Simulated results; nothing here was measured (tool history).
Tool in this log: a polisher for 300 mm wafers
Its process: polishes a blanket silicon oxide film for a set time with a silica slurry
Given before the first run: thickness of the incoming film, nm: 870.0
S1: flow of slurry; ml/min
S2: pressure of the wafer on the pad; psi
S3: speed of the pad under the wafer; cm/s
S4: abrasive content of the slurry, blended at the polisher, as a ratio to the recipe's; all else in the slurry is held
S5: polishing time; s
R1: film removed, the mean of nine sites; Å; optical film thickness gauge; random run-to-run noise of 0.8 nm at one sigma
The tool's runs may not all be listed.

run,hour,S1,S2,S3,S4,S5,R1
1,0.0,260,3.1,102,1.0,48,1174.00
2,3.2,260,3.1,124,1.0,48,1284.00
3,8.6,260,3.1,138,1.0,48,1395.00
4,14.8,260,3.1,138,1.0,43,1269.00
5,17.3,260,2.9,136,1.0,43,1154.30
6,19.9,295,2.9,136,1.0,43,1176.20
7,23.8,295,2.7,136,1.0,43,1105.20
8,30.7,295,2.5,134,1.0,43,1023.60
9,33.5,295,2.4,132,1.0,43,953.35

Expected results for the next run?
10,40.2,295,1.5,130,1.0,43,?

R1: 610.28 Å
